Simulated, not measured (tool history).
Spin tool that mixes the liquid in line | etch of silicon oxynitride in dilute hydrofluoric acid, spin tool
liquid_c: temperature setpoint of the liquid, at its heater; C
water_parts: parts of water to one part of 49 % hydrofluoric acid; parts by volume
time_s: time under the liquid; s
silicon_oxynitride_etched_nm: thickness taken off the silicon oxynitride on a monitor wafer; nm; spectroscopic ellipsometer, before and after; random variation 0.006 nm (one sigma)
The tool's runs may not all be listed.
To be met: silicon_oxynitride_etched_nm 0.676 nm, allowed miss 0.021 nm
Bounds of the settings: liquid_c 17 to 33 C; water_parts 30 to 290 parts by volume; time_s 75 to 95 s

| run | hour | liquid_c | water_parts | time_s | silicon_oxynitride_etched_nm |
|---|---|---|---|---|---|
| 1 | 0 | 25 | 160 | 95 | 1.2725 |
| 2 | 4.4 | 25 | 160 | 95 | 1.2408 |
| 3 | 9.8 | 25 | 160 | 75 | 0.98578 |
| 4 | 16.2 | 23 | 160 | 75 | 0.90771 |
| 5 | 24 | 20 | 160 | 75 | 0.78718 |
| 6 | 29.6 | 20 | 205 | 75 | 0.60363 |
| 7 | 38.1 | 20.5 | 205 | 75 | 0.60836 |
| 8 | 45.7 | 21 | 205 | 75 | 0.62933 |
| 9 | 53.9 | 21.5 | 205 | 75 | 0.64471 |

Which of these 4 next moves meets every target?
| A | 62.1 | 21.5 | 210 | 75 | ? |
| B | 62.1 | 20.5 | 210 | 85 | ? |
| C | 62.1 | 23 | 245 | 85 | ? |
| D | 62.1 | 19.5 | 205 | 80 | ? |

| move | silicon_oxynitride_etched_nm |
|---|---|
| A | 0.62138 |
| B | 0.67273 |
| C | 0.63019 |
| D | 0.62128 |
A: further off than the last run
B: meets every target
C: further off than the last run
D: further off than the last run
The right move is B.
